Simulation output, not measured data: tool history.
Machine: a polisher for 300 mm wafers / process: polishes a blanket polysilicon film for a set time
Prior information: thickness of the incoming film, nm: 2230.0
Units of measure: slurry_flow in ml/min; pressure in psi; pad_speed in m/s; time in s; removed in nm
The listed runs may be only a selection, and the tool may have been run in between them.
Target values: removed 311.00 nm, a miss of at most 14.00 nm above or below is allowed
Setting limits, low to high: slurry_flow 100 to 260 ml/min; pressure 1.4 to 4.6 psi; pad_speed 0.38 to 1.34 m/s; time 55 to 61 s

{"run": 1, "day": 0.0, "slurry_flow": 165, "pressure": 3.0, "pad_speed": 0.86, "time": 61, "removed": 530.41}
{"run": 2, "day": 0.317, "slurry_flow": 165, "pressure": 2.6, "pad_speed": 0.86, "time": 61, "removed": 475.07}
{"run": 3, "day": 0.633, "slurry_flow": 140, "pressure": 2.6, "pad_speed": 0.86, "time": 61, "removed": 455.71}
{"run": 4, "day": 0.925, "slurry_flow": 140, "pressure": 2.6, "pad_speed": 0.74, "time": 61, "removed": 398.79}
{"run": 5, "day": 1.246, "slurry_flow": 160, "pressure": 2.6, "pad_speed": 0.74, "time": 61, "removed": 410.17}
{"run": 6, "day": 1.279, "slurry_flow": 155, "pressure": 2.4, "pad_speed": 0.74, "time": 61, "removed": 372.9}
{"run": 7, "day": 1.45, "slurry_flow": 155, "pressure": 2.3, "pad_speed": 0.74, "time": 61, "removed": 358.52}
{"run": 8, "day": 1.779, "slurry_flow": 155, "pressure": 2.3, "pad_speed": 0.74, "time": 61, "removed": 357.31}
{"run": 9, "day": 2.046, "slurry_flow": 155, "pressure": 2.2, "pad_speed": 0.74, "time": 61, "removed": 345.61}
{"run": 10, "day": 2.125, "slurry_flow": 155, "pressure": 2.1, "pad_speed": 0.74, "time": 61, "removed": 330.16}

Below are 4 possible settings for the next run. Only one of them brings all results inside the allowed miss of their targets. Which is it?
{"run": "A", "day": 2.204, "slurry_flow": 180, "pressure": 2.6, "pad_speed": 0.66, "time": 59, "removed": "?"}
{"run": "B", "day": 2.204, "slurry_flow": 155, "pressure": 2.1, "pad_speed": 0.86, "time": 58, "removed": "?"}
{"run": "C", "day": 2.204, "slurry_flow": 165, "pressure": 2.7, "pad_speed": 0.7, "time": 55, "removed": "?"}
{"run": "D", "day": 2.204, "slurry_flow": 160, "pressure": 1.9, "pad_speed": 0.84, "time": 56, "removed": "?"}

move=A removed=345.27
move=B removed=351.15
move=C removed=349.97
move=D removed=302.23
A: lands further from the targets than the last run did
B: lands further from the targets than the last run did
C: lands further from the targets than the last run did
D: every result lands within tolerance
Move D is the one to make.
